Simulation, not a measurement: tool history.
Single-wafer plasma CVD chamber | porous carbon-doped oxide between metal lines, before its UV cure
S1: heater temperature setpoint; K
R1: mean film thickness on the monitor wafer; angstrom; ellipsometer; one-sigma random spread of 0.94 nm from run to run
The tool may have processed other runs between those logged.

{"run": 1, "hour": 0.0, "S1": 593.15, "RF power (W)": 525, "deposition time (s)": 55.9, "R1": 2658.2}
{"run": 2, "hour": 6.8, "S1": 587.15, "RF power (W)": 525, "deposition time (s)": 55.9, "R1": 2720.9}
{"run": 3, "hour": 9.2, "S1": 583.15, "RF power (W)": 550, "deposition time (s)": 56, "R1": 2862.2}
{"run": 4, "hour": 11.8, "S1": 583.15, "RF power (W)": 600, "deposition time (s)": 56, "R1": 3021.8}
{"run": 5, "hour": 15.0, "S1": 580.15, "RF power (W)": 605, "deposition time (s)": 56, "R1": 3085}
{"run": 6, "hour": 18.9, "S1": 578.15, "RF power (W)": 610, "deposition time (s)": 56, "R1": 3138.2}
{"run": 7, "hour": 20.1, "S1": 576.15, "RF power (W)": 610, "deposition time (s)": 56, "R1": 3167.5}

What does the tool deliver on the next run?
{"run": 8, "hour": 23.1, "S1": 575.15, "RF power (W)": 610, "deposition time (s)": 56, "R1": "?"}

Logged for run 8: R1 3179.8 angstrom.

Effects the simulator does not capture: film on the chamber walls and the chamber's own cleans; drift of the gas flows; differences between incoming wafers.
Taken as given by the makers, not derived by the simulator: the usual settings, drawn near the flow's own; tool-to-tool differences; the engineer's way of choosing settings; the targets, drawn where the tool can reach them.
